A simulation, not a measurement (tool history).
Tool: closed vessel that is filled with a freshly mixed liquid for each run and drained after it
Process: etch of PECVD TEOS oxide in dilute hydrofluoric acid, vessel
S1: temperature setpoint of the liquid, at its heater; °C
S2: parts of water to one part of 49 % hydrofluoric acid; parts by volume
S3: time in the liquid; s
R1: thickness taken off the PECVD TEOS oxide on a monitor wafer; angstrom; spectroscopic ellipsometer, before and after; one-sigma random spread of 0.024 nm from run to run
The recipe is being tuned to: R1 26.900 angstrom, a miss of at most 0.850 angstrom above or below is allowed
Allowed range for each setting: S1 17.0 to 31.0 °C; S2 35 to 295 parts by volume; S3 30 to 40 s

run  hour    S1   S2  S3      R1
  1   0.0  23.0  165  40  24.001
  2   6.5  23.0  220  40  17.101
  3   7.2  24.5  215  40  18.573
  4   8.0  24.5  215  40  18.519
  5   9.3  24.5  215  40  18.652
  6  15.1  26.5  215  40  19.926
  7  21.0  27.5  210  40  21.090
  8  27.5  28.0  205  40  22.372

Exercise: of the 4 proposed moves below, exactly one satisfies all targets within the stated allowed misses. Which move is it?
  A  34.0  30.0  185  40   ?
  B  34.0  29.5  160  40   ?
  C  34.0  23.5  195  40   ?
  D  34.0  27.5  185  40   ?

move      R1
   A  26.975
   B  31.675
   C  20.084
   D  24.728
A: every result lands within tolerance
B: pushes the last run's worst result past its target
C: its largest miss is bigger than the last run's
D: moves toward the targets from the last run without getting all of them in spec
The move that meets every target is A.
